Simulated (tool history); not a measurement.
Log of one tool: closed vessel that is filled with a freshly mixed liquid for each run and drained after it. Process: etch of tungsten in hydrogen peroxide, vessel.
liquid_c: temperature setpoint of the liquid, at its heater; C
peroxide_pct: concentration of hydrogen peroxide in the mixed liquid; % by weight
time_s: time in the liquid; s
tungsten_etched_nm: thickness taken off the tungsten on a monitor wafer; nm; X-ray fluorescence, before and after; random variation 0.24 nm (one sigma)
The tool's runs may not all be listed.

{"run": 1, "hour": 0.0, "liquid_c": 49.0, "peroxide_pct": 21.0, "time_s": 30, "tungsten_etched_nm": 92.305}
{"run": 2, "hour": 6.6, "liquid_c": 49.0, "peroxide_pct": 24.5, "time_s": 30, "tungsten_etched_nm": 99.89}
{"run": 3, "hour": 12.3, "liquid_c": 51.5, "peroxide_pct": 24.5, "time_s": 30, "tungsten_etched_nm": 116.49}
{"run": 4, "hour": 14.6, "liquid_c": 50.0, "peroxide_pct": 24.5, "time_s": 30, "tungsten_etched_nm": 106.37}
{"run": 5, "hour": 22.9, "liquid_c": 49.0, "peroxide_pct": 24.5, "time_s": 30, "tungsten_etched_nm": 98.734}
{"run": 6, "hour": 26.1, "liquid_c": 49.0, "peroxide_pct": 24.5, "time_s": 30, "tungsten_etched_nm": 99.22}
{"run": 7, "hour": 31.3, "liquid_c": 48.0, "peroxide_pct": 24.5, "time_s": 30, "tungsten_etched_nm": 93.611}
{"run": 8, "hour": 35.2, "liquid_c": 47.0, "peroxide_pct": 24.5, "time_s": 30, "tungsten_etched_nm": 88.225}
{"run": 9, "hour": 38.5, "liquid_c": 46.0, "peroxide_pct": 24.5, "time_s": 30, "tungsten_etched_nm": 82.735}

The next listed run, before its measurement:
{"run": 10, "hour": 45.7, "liquid_c": 38.5, "peroxide_pct": 24.5, "time_s": 30, "tungsten_etched_nm": "?"}

tungsten_etched_nm: 50.989 nm
